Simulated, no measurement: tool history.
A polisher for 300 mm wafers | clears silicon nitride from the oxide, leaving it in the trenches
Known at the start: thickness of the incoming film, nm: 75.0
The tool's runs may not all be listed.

run	hour	flow of slurry (ml/min)	pressure of the wafer on the pad (psi)	speed of the pad under the wafer (cm/s)	overpolish time after the end point (s)	time until the end point was called (s)
1	0	255	2	92	34	131.9
2	3.5	255	2.2	94	34	116.76
3	10.4	255	2.2	76	34	141.67
4	13.4	255	2.2	64	34	163.77
5	20.3	255	2.7	64	34	141
6	22.4	205	2.7	64	34	139.48
7	29.7	205	2.8	74	34	120.01
8	36.9	205	2.9	82	34	103.33
9	38.2	205	2.9	86	34	101.07
10	44.7	205	2.9	86	34	96.292
11	50.4	205	2.9	90	34	95.187
12	56.2	205	2.9	94	34	90.506
13	59.6	205	2.9	94	34	87.644
14	62	205	2.9	96	34	90.025
15	68.1	205	2.9	98	34	87.776
16	75.1	205	2.9	100	34	85.432
17	83.8	205	2.9	102	34	82.694
18	86.7	205	2.9	104	34	82.891
19	91.5	205	2.9	106	34	79.437

The next listed run, before its measurement:
20	96.1	205	3	106	34	?

time until the end point was called (s): 77.37
